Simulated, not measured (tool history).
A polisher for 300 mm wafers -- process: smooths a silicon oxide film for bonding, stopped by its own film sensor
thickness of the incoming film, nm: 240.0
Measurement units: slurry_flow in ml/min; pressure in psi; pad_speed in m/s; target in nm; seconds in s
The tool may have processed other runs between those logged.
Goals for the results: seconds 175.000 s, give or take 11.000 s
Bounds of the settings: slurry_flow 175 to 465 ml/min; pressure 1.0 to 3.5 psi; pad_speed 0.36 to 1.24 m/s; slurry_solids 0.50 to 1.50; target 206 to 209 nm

run 1 hour=0.0 | slurry_flow=295 pressure=2.2 pad_speed=0.80 slurry_solids=1.00 target=206 | seconds=59.139
run 2 hour=6.2 | slurry_flow=290 pressure=1.8 pad_speed=0.66 slurry_solids=0.95 target=206 | seconds=84.777
run 3 hour=13.3 | slurry_flow=290 pressure=2.2 pad_speed=0.66 slurry_solids=0.95 target=206 | seconds=69.670
run 4 hour=14.0 | slurry_flow=290 pressure=1.7 pad_speed=0.66 slurry_solids=0.95 target=206 | seconds=89.658
run 5 hour=22.1 | slurry_flow=290 pressure=1.7 pad_speed=0.46 slurry_solids=0.95 target=206 | seconds=122.520
run 6 hour=25.8 | slurry_flow=290 pressure=1.5 pad_speed=0.44 slurry_solids=0.95 target=206 | seconds=143.800
run 7 hour=34.5 | slurry_flow=290 pressure=1.4 pad_speed=0.44 slurry_solids=0.95 target=206 | seconds=150.080
run 8 hour=35.3 | slurry_flow=290 pressure=1.3 pad_speed=0.44 slurry_solids=0.95 target=206 | seconds=159.080

Of the 5 settings listed for the next run, only one would bring every result within its allowed miss of target. Which one?
run A hour=36.1 | slurry_flow=275 pressure=1.2 pad_speed=0.50 slurry_solids=1.00 target=208 | seconds=?
run B hour=36.1 | slurry_flow=210 pressure=1.6 pad_speed=0.38 slurry_solids=0.90 target=207 | seconds=?
run C hour=36.1 | slurry_flow=265 pressure=1.2 pad_speed=0.42 slurry_solids=0.90 target=209 | seconds=?
run D hour=36.1 | slurry_flow=255 pressure=1.4 pad_speed=0.54 slurry_solids=0.80 target=209 | seconds=?
run E hour=36.1 | slurry_flow=290 pressure=1.3 pad_speed=0.50 slurry_solids=0.90 target=209 | seconds=?

move=A seconds=145.450
move=B seconds=153.510
move=C seconds=171.760
move=D seconds=130.190
move=E seconds=137.530
A: moves away from the targets compared with the last run
B: moves away from the targets compared with the last run
C: every result lands within tolerance
D: moves away from the targets compared with the last run
E: moves away from the targets compared with the last run
Correct choice: C, which meets every target
